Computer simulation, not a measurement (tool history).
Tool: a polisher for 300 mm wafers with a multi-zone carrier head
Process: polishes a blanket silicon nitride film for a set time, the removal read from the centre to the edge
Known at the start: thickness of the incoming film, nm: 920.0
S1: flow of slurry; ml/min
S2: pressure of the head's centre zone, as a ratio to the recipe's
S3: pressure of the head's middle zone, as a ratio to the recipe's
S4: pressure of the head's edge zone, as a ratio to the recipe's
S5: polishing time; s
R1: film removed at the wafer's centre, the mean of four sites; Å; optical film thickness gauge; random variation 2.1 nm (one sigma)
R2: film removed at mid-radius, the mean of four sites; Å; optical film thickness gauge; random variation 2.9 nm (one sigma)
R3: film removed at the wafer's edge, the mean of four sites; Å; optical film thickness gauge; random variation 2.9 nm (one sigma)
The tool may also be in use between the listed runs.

run	hour	S1	S2	S3	S4	S5	R1	R2	R3
1	0.0	210	1.00	1.00	1.00	88	1608.4	1580.9	1604.4
2	8.4	165	1.00	1.00	1.00	88	1551.7	1574.3	1570.5
3	15.1	165	1.00	1.00	1.00	107	1881.3	1918.6	1920.3
4	18.0	175	1.01	1.02	0.99	107	1936.9	1954.1	1975.1
5	22.3	175	1.01	1.02	1.03	107	1925.7	1968.8	1911.2
6	28.4	175	1.05	1.02	1.03	107	1985.4	1922.1	1903.4

The next listed run, before its measurement:
7	31.3	180	1.06	1.05	1.03	107	?	?	?

Run 7 gave R1 2013.4 Å, R2 1999.7 Å, R3 1966.6 Å.

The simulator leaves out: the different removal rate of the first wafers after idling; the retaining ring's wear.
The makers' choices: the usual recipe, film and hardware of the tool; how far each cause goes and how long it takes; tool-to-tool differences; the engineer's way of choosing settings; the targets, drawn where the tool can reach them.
